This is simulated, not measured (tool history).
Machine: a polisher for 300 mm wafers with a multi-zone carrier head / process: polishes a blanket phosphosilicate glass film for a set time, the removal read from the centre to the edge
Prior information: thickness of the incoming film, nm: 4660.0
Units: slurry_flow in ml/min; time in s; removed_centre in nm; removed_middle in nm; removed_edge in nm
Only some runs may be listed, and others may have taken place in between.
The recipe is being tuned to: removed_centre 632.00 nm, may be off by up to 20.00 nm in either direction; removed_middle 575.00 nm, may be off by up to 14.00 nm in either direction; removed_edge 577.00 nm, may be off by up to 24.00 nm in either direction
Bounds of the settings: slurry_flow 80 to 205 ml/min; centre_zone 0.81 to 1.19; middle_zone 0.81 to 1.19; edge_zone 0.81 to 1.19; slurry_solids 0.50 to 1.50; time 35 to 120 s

| run | hour | slurry_flow | centre_zone | middle_zone | edge_zone | slurry_solids | time | removed_centre | removed_middle | removed_edge |
|---|---|---|---|---|---|---|---|---|---|---|
| 1 | 0.0 | 135 | 1.00 | 1.00 | 1.00 | 1.00 | 77 | 996.56 | 1012.20 | 996.71 |
| 2 | 5.2 | 135 | 1.00 | 1.00 | 1.00 | 1.00 | 94 | 1231.70 | 1227.60 | 1223.10 |
| 3 | 8.2 | 135 | 1.00 | 1.00 | 1.00 | 0.85 | 94 | 1164.80 | 1163.90 | 1185.50 |
| 4 | 10.4 | 135 | 1.01 | 0.99 | 0.97 | 0.80 | 87 | 1068.00 | 1054.10 | 1047.10 |
| 5 | 18.9 | 135 | 1.01 | 1.05 | 0.97 | 0.80 | 87 | 1066.10 | 1089.40 | 1039.60 |
| 6 | 24.3 | 135 | 1.01 | 1.05 | 1.00 | 0.80 | 87 | 1070.20 | 1091.60 | 1068.90 |
| 7 | 27.3 | 110 | 1.00 | 0.95 | 0.90 | 0.55 | 65 | 657.92 | 645.82 | 657.79 |
| 8 | 28.2 | 110 | 1.01 | 0.94 | 0.89 | 0.55 | 64 | 660.32 | 635.62 | 623.88 |
| 9 | 34.0 | 105 | 1.01 | 0.93 | 0.88 | 0.55 | 64 | 651.16 | 627.02 | 640.79 |
| 10 | 39.5 | 105 | 1.02 | 0.93 | 0.87 | 0.55 | 63 | 651.84 | 604.30 | 631.62 |
| 11 | 43.5 | 105 | 1.02 | 0.93 | 0.87 | 0.55 | 63 | 638.15 | 598.59 | 610.08 |
| 12 | 44.7 | 105 | 1.02 | 0.93 | 0.86 | 0.55 | 63 | 651.83 | 608.03 | 607.60 |
| 13 | 51.1 | 100 | 1.02 | 0.93 | 0.85 | 0.55 | 63 | 637.52 | 600.03 | 601.37 |

Next run, 5 choices. One meets every target within its allowed miss, the rest don't. Which?
| A | 57.5 | 80 | 1.11 | 0.99 | 0.86 | 0.50 | 65 | ? | ? | ? |
| B | 57.5 | 120 | 1.06 | 0.95 | 0.81 | 0.50 | 62 | ? | ? | ? |
| C | 57.5 | 105 | 1.05 | 0.95 | 0.81 | 0.65 | 59 | ? | ? | ? |
| D | 57.5 | 85 | 0.99 | 0.95 | 0.89 | 0.70 | 64 | ? | ? | ? |
| E | 57.5 | 120 | 1.03 | 0.95 | 0.99 | 0.55 | 58 | ? | ? | ? |

| move | removed_centre | removed_middle | removed_edge |
|---|---|---|---|
| A | 629.28 | 579.10 | 576.31 |
| B | 672.96 | 618.19 | 587.25 |
| C | 656.85 | 612.72 | 589.02 |
| D | 629.76 | 631.20 | 648.87 |
| E | 629.12 | 594.81 | 619.48 |
A: every result lands within tolerance
B: lands further from the targets than the last run did
C: lands further from the targets than the last run did
D: lands further from the targets than the last run did
E: just as far off the targets as the last run
Correct choice: A, which meets every target

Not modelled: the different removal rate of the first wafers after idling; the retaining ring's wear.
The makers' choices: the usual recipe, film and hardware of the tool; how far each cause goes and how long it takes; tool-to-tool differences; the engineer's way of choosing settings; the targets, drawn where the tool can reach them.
